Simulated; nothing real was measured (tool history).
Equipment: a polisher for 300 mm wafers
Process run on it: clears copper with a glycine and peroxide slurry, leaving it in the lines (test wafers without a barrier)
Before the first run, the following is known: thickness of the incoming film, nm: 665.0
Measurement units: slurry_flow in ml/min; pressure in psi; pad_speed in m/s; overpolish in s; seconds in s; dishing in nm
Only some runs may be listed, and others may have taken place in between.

run	hour	slurry_flow	pressure	pad_speed	overpolish	seconds	dishing
1	0	310	1.7	1.22	15	128.48	45.984
2	3.6	310	1.7	1.22	13	127.49	41.128
3	9	310	1.6	1.22	12	138.03	36.894
4	15.9	250	1.6	1.22	12	138.98	35.35
5	19.1	250	1.6	1.22	16	135.72	46.742
6	26.2	250	1.6	1.2	14	140.66	40.927
7	26.9	255	1.6	1.22	12	136.5	35.835
8	33.6	255	1.6	1.22	11	140.49	33.348
9	37.8	250	1.4	1.34	4	145.92	12.597
10	42.5	250	1.5	1.28	4	142.73	13.055
11	47.9	250	1.6	1.22	4	139.92	12.909
12	50.9	250	1.6	1.24	5	135.23	15.924
13	57.3	250	1.6	1.2	5	140.12	16.01
14	63.1	245	1.6	1.08	11	151.19	31.018

Forecast run 15:
15	72	245	1.5	1.14	11	?	?

{"run 15": {"seconds": 151.39, "dishing": 31.014}}
